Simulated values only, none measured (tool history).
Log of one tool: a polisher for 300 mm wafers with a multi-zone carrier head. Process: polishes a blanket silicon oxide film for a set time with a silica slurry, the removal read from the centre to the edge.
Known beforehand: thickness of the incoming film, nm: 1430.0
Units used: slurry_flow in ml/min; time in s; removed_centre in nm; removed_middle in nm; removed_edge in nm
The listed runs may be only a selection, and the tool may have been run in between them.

run	hour	slurry_flow	centre_zone	middle_zone	edge_zone	slurry_solids	time	removed_centre	removed_middle	removed_edge
1	0	200	1	1	1	1	34	109	104.78	106.94
2	6	200	1	1	1.03	1	34	107.39	105.33	108.78
3	13.5	205	1	1.01	1.06	1.1	34	110.3	109.36	114.62
4	20.4	205	1	1.01	1.02	1.1	34	114.35	110.42	116.18
5	26.1	215	1	1.04	1.03	1.2	34	116.85	116.78	119.37
6	31.6	195	1	1.04	1.03	1.2	34	117.6	113.71	117.46
7	38.3	215	1	1.04	1.05	1.25	34	120.79	117.13	122.44
8	39.3	235	0.99	1.1	1.15	1.5	36	134.83	141.73	145.87
9	41	240	0.99	1.09	1.16	1.5	36	134.98	141.75	144.86

Run 10, settings as shown, results not yet in. Your forecast:
10	43	240	0.99	1.08	1.17	1.5	36	?	?	?

{"run 10": {"removed_centre": 134.81, "removed_middle": 139.94, "removed_edge": 147.66}}

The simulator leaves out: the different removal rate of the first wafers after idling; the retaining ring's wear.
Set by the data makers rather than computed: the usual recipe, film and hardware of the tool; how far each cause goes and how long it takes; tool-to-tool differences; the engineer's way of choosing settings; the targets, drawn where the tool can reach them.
